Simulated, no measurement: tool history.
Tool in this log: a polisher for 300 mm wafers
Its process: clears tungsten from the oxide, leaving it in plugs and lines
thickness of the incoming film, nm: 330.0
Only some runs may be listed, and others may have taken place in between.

run	hour	flow of slurry (ml/min)	pressure of the wafer on the pad (kPa)	speed of the pad under the wafer (m/s)	abrasive content of the slurry	overpolish time after the end point (s)	time until the end point was called (s)
1	0	125	19.3	1.3	1	14	91.155
2	4.6	120	18.6	1.3	1	14	95.001
3	9.5	115	17.9	1.3	1	14	99
4	10	115	17.2	1.3	1	14	103.18
5	12.1	115	13.8	1.3	1	14	127.94
6	14.3	115	9.7	1.3	1	14	180.11
# hour 14.8: worn pad replaced by a new one
7	14.8	115	11	1.3	1	14	148.07
8	15.3	115	11.7	1.3	1	14	139.03

Run 9 is up next; what results do you expect?
9	19.9	115	12.4	1.3	1	14	?

For run 9 the tool returned time until the end point was called (s) 136.69.

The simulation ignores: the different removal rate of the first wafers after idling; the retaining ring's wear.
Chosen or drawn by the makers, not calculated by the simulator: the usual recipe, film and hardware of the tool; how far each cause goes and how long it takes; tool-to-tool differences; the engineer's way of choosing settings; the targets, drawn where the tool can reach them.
